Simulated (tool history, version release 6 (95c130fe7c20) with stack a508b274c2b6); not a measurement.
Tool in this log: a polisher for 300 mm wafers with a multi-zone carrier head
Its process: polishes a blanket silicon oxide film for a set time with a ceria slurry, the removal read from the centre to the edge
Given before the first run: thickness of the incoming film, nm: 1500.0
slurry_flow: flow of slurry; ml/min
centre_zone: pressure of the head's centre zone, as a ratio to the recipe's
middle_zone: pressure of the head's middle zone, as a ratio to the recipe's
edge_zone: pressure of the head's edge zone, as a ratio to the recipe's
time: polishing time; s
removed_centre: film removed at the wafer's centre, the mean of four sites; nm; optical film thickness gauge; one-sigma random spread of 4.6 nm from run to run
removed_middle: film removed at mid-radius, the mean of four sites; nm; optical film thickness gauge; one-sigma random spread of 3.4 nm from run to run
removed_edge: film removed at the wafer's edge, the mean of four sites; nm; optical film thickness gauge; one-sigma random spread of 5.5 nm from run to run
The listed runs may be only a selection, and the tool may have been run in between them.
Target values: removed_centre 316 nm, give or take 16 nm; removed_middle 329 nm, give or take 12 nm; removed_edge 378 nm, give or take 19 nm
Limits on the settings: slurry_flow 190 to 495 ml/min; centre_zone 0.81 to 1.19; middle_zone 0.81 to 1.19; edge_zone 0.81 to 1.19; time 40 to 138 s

run  hour  slurry_flow  centre_zone  middle_zone  edge_zone  time  removed_centre  removed_middle  removed_edge
  1     0          320            1            1          1    88          284.17          284.54        287.45
  2   0.7          315         0.97         0.98       1.05    94          299.94          305.41        311.38
  3   6.2          315         0.91         0.98       1.05    94          273.38          300.26        310.33
  4   8.5          315          0.9         0.95       1.09    99          287.36          305.48        348.65
  5  17.5          315         0.98         0.95       1.09    99          313.95          311.61        340.05
  6    18          315         1.02         0.95       1.09    99          326.28          307.39         332.4
  7  18.6          320         0.99         0.95       1.11   101           334.2          311.83        343.81
  8  25.8          315         0.96         0.94       1.11   103          316.91          317.92        358.93
  9  34.6          315         0.95         0.94       1.12   104          320.03           321.5        362.77

Consider the 5 candidate settings below. Which is the only one whose results all fall within their allowed miss of target?
  A  43.4          350         0.93         0.83       1.15   109               ?               ?             ?
  B  43.4          315         0.96         1.03       1.05    99               ?               ?             ?
  C  43.4          425          0.9         0.91        1.1   107               ?               ?             ?
  D  43.4          330         0.91         0.83       1.19   108               ?               ?             ?
  E  43.4          325         0.97         0.98       0.98   104               ?               ?             ?

move  removed_centre  removed_middle  removed_edge
   A          336.81          304.96        391.64
   B          312.86          328.31        336.25
   C          325.55          328.09        379.92
   D          324.55          300.55        393.39
   E          333.12          331.72         342.6
A: gets the furthest-off result to its target, but another result is out of tolerance
B: its largest miss is bigger than the last run's
C: in spec on every target
D: gets the furthest-off result to its target, but another result is out of tolerance
E: its largest miss is bigger than the last run's
Go with C: it meets all targets.
